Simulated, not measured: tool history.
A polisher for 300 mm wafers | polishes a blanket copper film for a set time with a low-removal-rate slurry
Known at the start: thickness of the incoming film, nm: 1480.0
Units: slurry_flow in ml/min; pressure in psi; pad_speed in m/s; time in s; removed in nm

| run | hour | slurry_flow | pressure | pad_speed | slurry_solids | time | removed |
|---|---|---|---|---|---|---|---|
| 1 | 0.0 | 270 | 3.2 | 0.90 | 1.0 | 41 | 124.710 |
| 2 | 6.8 | 270 | 2.8 | 0.84 | 1.0 | 41 | 103.370 |
| 3 | 12.6 | 270 | 2.8 | 0.84 | 1.0 | 41 | 105.510 |
| 4 | 21.4 | 270 | 2.5 | 0.78 | 1.0 | 41 | 91.214 |
| 5 | 22.6 | 270 | 2.5 | 0.78 | 1.0 | 41 | 89.660 |
| 6 | 30.3 | 270 | 2.2 | 0.74 | 1.0 | 41 | 76.945 |
| 7 | 34.0 | 270 | 2.0 | 0.72 | 1.0 | 41 | 71.148 |
| 8 | 40.8 | 270 | 1.9 | 0.70 | 1.0 | 41 | 67.715 |

Run 9 comes next. What will it give?
| 9 | 48.6 | 270 | 1.8 | 0.70 | 1.0 | 41 | ? |

Run 9 gave removed 64.295 nm.
